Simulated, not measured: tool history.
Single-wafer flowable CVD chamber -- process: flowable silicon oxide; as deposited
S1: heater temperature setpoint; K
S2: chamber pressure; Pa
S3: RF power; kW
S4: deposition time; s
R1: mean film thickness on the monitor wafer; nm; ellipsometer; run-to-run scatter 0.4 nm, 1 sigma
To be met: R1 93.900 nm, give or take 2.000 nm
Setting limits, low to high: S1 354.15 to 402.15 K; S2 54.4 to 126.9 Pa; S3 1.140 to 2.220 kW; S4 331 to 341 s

| run | hour | S1 | S2 | S3 | S4 | R1 |
|---|---|---|---|---|---|---|
| 1 | 0.0 | 378.15 | 90.7 | 1.680 | 331 | 132.630 |
| 2 | 5.5 | 380.15 | 90.7 | 1.680 | 331 | 124.520 |
| 3 | 12.6 | 370.15 | 90.7 | 1.680 | 331 | 167.530 |
| 4 | 14.3 | 370.15 | 90.7 | 1.585 | 331 | 166.310 |
| 5 | 15.8 | 373.15 | 90.7 | 1.585 | 331 | 151.090 |
| 6 | 20.0 | 376.15 | 90.7 | 1.585 | 331 | 137.860 |
| 7 | 24.9 | 378.15 | 90.7 | 1.585 | 331 | 130.780 |
| 8 | 27.1 | 380.15 | 90.7 | 1.585 | 331 | 123.540 |
| 9 | 33.2 | 382.15 | 90.7 | 1.585 | 331 | 116.660 |
| 10 | 36.4 | 383.15 | 90.7 | 1.585 | 331 | 112.010 |
| 11 | 38.1 | 384.15 | 90.7 | 1.585 | 331 | 109.820 |
| 12 | 43.3 | 385.15 | 90.7 | 1.585 | 331 | 107.310 |

Consider the 5 candidate settings below. Which is the only one whose results all fall within their allowed miss of target?
| A | 48.5 | 387.15 | 82.8 | 1.635 | 331 | ? |
| B | 48.5 | 386.15 | 96.9 | 1.705 | 341 | ? |
| C | 48.5 | 386.15 | 104.9 | 1.245 | 338 | ? |
| D | 48.5 | 397.15 | 100.1 | 1.780 | 331 | ? |
| E | 48.5 | 384.15 | 105.2 | 1.500 | 341 | ? |

| move | R1 |
|---|---|
| A | 93.448 |
| B | 116.420 |
| C | 114.060 |
| D | 88.158 |
| E | 129.100 |
A: every result lands within tolerance
B: its largest miss is bigger than the last run's
C: its largest miss is bigger than the last run's
D: pushes the last run's worst result past its target
E: its largest miss is bigger than the last run's
So the answer is move A, the one that meets all the targets.

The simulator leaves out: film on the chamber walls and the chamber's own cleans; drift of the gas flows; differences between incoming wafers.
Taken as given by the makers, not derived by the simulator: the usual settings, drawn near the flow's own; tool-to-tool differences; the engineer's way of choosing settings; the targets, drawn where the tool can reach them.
